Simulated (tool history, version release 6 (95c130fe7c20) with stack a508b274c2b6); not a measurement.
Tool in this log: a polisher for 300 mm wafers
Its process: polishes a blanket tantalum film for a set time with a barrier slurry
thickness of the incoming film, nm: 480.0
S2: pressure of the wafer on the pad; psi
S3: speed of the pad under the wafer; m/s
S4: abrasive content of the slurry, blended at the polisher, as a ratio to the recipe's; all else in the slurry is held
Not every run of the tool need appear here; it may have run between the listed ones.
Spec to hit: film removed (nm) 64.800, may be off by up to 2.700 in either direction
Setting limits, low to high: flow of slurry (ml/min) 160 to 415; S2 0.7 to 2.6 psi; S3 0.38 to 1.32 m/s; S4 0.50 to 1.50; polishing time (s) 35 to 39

{"run": 1, "hour": 0.0, "flow of slurry (ml/min)": 265, "S2": 1.6, "S3": 0.84, "S4": 1.0, "polishing time (s)": 39, "film removed (nm)": 38.978}
{"run": 2, "hour": 7.4, "flow of slurry (ml/min)": 265, "S2": 1.9, "S3": 0.84, "S4": 1.0, "polishing time (s)": 39, "film removed (nm)": 45.573}
{"run": 3, "hour": 14.7, "flow of slurry (ml/min)": 265, "S2": 1.9, "S3": 0.72, "S4": 1.0, "polishing time (s)": 39, "film removed (nm)": 39.941}
{"run": 4, "hour": 20.7, "flow of slurry (ml/min)": 265, "S2": 2.1, "S3": 0.74, "S4": 1.0, "polishing time (s)": 39, "film removed (nm)": 44.074}
{"run": 5, "hour": 24.5, "flow of slurry (ml/min)": 265, "S2": 2.3, "S3": 0.78, "S4": 1.0, "polishing time (s)": 39, "film removed (nm)": 50.776}
{"hour": 33.2, "done": "slurry nozzle cleaned"}
{"run": 6, "hour": 33.2, "flow of slurry (ml/min)": 265, "S2": 2.3, "S3": 0.64, "S4": 1.0, "polishing time (s)": 39, "film removed (nm)": 44.315}
{"run": 7, "hour": 34.6, "flow of slurry (ml/min)": 265, "S2": 2.4, "S3": 0.72, "S4": 1.0, "polishing time (s)": 39, "film removed (nm)": 51.817}
{"run": 8, "hour": 41.6, "flow of slurry (ml/min)": 265, "S2": 2.5, "S3": 0.76, "S4": 1.0, "polishing time (s)": 39, "film removed (nm)": 56.011}
{"run": 9, "hour": 48.1, "flow of slurry (ml/min)": 265, "S2": 2.5, "S3": 0.78, "S4": 1.0, "polishing time (s)": 39, "film removed (nm)": 58.814}

Next run, 4 choices. One meets every target within its allowed miss, the rest don't. Which?
{"run": "A", "hour": 54.6, "flow of slurry (ml/min)": 160, "S2": 2.6, "S3": 0.86, "S4": 1.15, "polishing time (s)": 36, "film removed (nm)": "?"}
{"run": "B", "hour": 54.6, "flow of slurry (ml/min)": 280, "S2": 2.4, "S3": 0.74, "S4": 1.3, "polishing time (s)": 36, "film removed (nm)": "?"}
{"run": "C", "hour": 54.6, "flow of slurry (ml/min)": 220, "S2": 2.6, "S3": 0.88, "S4": 1.0, "polishing time (s)": 38, "film removed (nm)": "?"}
{"run": "D", "hour": 54.6, "flow of slurry (ml/min)": 275, "S2": 2.5, "S3": 0.82, "S4": 0.95, "polishing time (s)": 38, "film removed (nm)": "?"}

move=A film_removed_(nm)=59.741
move=B film_removed_(nm)=52.119
move=C film_removed_(nm)=65.463
move=D film_removed_(nm)=59.606
A: closes in on the targets versus the last run, not all within tolerance yet
B: the biggest miss grows against the last run
C: every result lands within tolerance
D: closes in on the targets versus the last run, not all within tolerance yet
C meets every target.

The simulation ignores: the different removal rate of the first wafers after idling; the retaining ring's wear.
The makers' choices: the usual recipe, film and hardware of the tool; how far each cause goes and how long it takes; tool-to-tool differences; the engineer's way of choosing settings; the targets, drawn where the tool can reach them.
